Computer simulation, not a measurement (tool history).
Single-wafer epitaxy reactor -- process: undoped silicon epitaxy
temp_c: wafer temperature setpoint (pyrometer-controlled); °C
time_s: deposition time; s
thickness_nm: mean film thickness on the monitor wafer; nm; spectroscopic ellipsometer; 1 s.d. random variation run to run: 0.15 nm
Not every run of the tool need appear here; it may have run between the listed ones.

run,hour,temp_c,time_s,thickness_nm
1,0,640,539,65.602
2,9,635,539,57.381
3,15.1,635,499,53.119
4,22.7,633,499,50.255
5,24,633,431,43.69
6,32,642,431,54.696
7,33.3,640,431,52.374
8,42.3,639,431,50.814

Estimate the outcome of run 9 from the log above:
9,51.3,638,431,?

Run 9 measured thickness_nm 49.558 nm.
